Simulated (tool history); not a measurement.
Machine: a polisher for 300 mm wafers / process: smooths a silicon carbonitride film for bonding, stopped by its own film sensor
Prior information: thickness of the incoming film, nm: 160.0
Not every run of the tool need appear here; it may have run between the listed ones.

run,day,flow of slurry (ml/min),pressure of the wafer on the pad (psi),speed of the pad under the wafer (cm/s),abrasive content of the slurry,target thickness at which the film sensor stops the polish (Å),time until the film sensor stopped the polish (s)
1,0,285,2.3,84,1,1210,183.06
2,0.088,285,2.5,84,1,1210,170.18
3,0.392,285,2.5,84,1.15,1210,158.76
4,0.671,285,2.6,84,1.15,1210,153.18
5,0.833,285,2.6,84,1.15,1210,153.07
6,1.079,285,2.6,84,0.95,1210,167.26
7,1.329,285,2.8,84,0.95,1210,157.56
8,1.517,285,2.9,84,0.95,1210,151.5

For run 9, what comes out?
9,1.629,285,3,84,0.95,1210,?

Logged for run 9: time until the film sensor stopped the polish (s) 146.39.
